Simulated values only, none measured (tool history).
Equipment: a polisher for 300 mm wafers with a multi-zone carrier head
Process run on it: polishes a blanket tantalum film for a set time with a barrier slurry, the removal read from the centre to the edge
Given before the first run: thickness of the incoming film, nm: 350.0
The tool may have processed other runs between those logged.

run,hour,flow of slurry (ml/min),pressure of the head's centre zone,pressure of the head's middle zone,pressure of the head's edge zone,abrasive content of the slurry,polishing time (s),film removed at the wafer's centre (angstrom),film removed at mid-radius (angstrom),film removed at the wafer's edge (angstrom)
1,0.0,225,1.00,1.00,1.00,1.00,51,613.34,646.29,649.97
2,1.3,260,1.00,1.00,1.00,1.00,51,631.05,645.25,670.54
3,6.5,210,1.00,1.00,1.00,1.00,51,617.82,634.56,646.73
4,13.4,210,1.00,1.04,1.00,1.00,51,622.84,661.83,633.44
5,15.1,210,1.00,1.04,1.00,1.00,63,761.33,782.25,802.25
6,23.0,210,1.00,1.04,1.00,1.15,63,784.53,831.86,841.24
7,25.1,200,1.02,0.99,0.97,0.95,61,732.08,742.32,744.94

The next listed run, before its measurement:
8,28.0,205,1.06,0.94,0.99,0.80,58,?,?,?

film removed at the wafer's centre (angstrom): 691.14
film removed at mid-radius (angstrom): 643.73
film removed at the wafer's edge (angstrom): 703.75
